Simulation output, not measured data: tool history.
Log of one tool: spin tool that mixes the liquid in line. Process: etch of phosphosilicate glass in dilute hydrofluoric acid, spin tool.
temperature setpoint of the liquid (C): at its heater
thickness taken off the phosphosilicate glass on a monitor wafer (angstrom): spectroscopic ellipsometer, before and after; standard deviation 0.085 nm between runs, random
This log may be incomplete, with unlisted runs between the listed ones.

run  hour  temperature setpoint of the liquid (C)  parts of water to one part of 49 % hydrofluoric acid (parts by volume)  time under the liquid (s)  thickness taken off the phosphosilicate glass on a monitor wafer (angstrom)
  1     0                                      23                                                                     235                         15                                                                       99.944
  2   4.3                                      23                                                                     235                         15                                                                       99.996
  3     9                                      24                                                                     230                         15                                                                       106.27
  4  12.3                                      26                                                                     230                         15                                                                        113.8
  5  18.2                                      26                                                                     165                         15                                                                        172.5
  6  23.8                                      29                                                                     165                         15                                                                       192.35
  7  29.9                                    28.5                                                                     165                         15                                                                       190.23
  8  32.1                                      28                                                                     165                         15                                                                       184.91
  9  38.1                                    27.5                                                                     165                         15                                                                       180.35
 10  41.5                                      27                                                                     165                         15                                                                       176.95
 11  47.4                                    26.5                                                                     165                         15                                                                       176.12
 12  53.1                                      26                                                                     165                         15                                                                       173.54

Run 13, settings as shown, results not yet in. Your forecast:
 13  58.2                                    25.5                                                                     165                         15                                                                            ?

Logged for run 13: thickness taken off the phosphosilicate glass on a monitor wafer (angstrom) 169.83.
